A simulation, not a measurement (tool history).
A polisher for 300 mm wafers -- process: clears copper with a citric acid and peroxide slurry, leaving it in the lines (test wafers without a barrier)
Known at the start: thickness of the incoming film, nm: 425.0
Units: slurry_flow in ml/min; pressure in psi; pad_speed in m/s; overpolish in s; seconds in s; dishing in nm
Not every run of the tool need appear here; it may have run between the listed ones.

run 1 hour=0.0 | slurry_flow=285 pressure=3.2 pad_speed=1.18 slurry_solids=1.0 overpolish=13 | seconds=119.91 dishing=27.7960
run 2 hour=5.6 | slurry_flow=285 pressure=3.2 pad_speed=0.90 slurry_solids=1.0 overpolish=13 | seconds=155.54 dishing=23.6470
run 3 hour=8.2 | slurry_flow=310 pressure=3.2 pad_speed=0.90 slurry_solids=1.0 overpolish=13 | seconds=155.13 dishing=22.4280
run 4 hour=15.1 | slurry_flow=310 pressure=3.2 pad_speed=0.76 slurry_solids=1.0 overpolish=13 | seconds=178.88 dishing=20.1880
run 5 hour=19.0 | slurry_flow=310 pressure=3.2 pad_speed=0.54 slurry_solids=1.0 overpolish=13 | seconds=257.03 dishing=14.7570
run 6 hour=20.9 | slurry_flow=325 pressure=3.4 pad_speed=0.54 slurry_solids=1.0 overpolish=12 | seconds=237.54 dishing=15.1820
run 7 hour=25.9 | slurry_flow=325 pressure=3.4 pad_speed=0.54 slurry_solids=1.0 overpolish=12 | seconds=236.93 dishing=14.7820
run 8 hour=31.3 | slurry_flow=340 pressure=3.6 pad_speed=0.56 slurry_solids=1.0 overpolish=11 | seconds=215.63 dishing=15.0170
run 9 hour=36.4 | slurry_flow=355 pressure=3.8 pad_speed=0.58 slurry_solids=1.0 overpolish=10 | seconds=197.49 dishing=14.4510
run 10 hour=42.0 | slurry_flow=355 pressure=4.0 pad_speed=0.60 slurry_solids=1.0 overpolish=9 | seconds=183.77 dishing=14.2730
run 11 hour=44.8 | slurry_flow=355 pressure=4.1 pad_speed=0.62 slurry_solids=1.0 overpolish=8 | seconds=173.89 dishing=14.0620
run 12 hour=49.7 | slurry_flow=355 pressure=4.1 pad_speed=0.62 slurry_solids=1.0 overpolish=8 | seconds=170.93 dishing=13.7670
run 13 hour=55.1 | slurry_flow=355 pressure=4.1 pad_speed=0.62 slurry_solids=1.0 overpolish=8 | seconds=171.34 dishing=13.7130

Estimate the outcome of run 14 from the log above:
run 14 hour=57.4 | slurry_flow=360 pressure=5.0 pad_speed=0.68 slurry_solids=1.0 overpolish=4 | seconds=? dishing=?

seconds: 129.66 s
dishing: 9.3803 nm
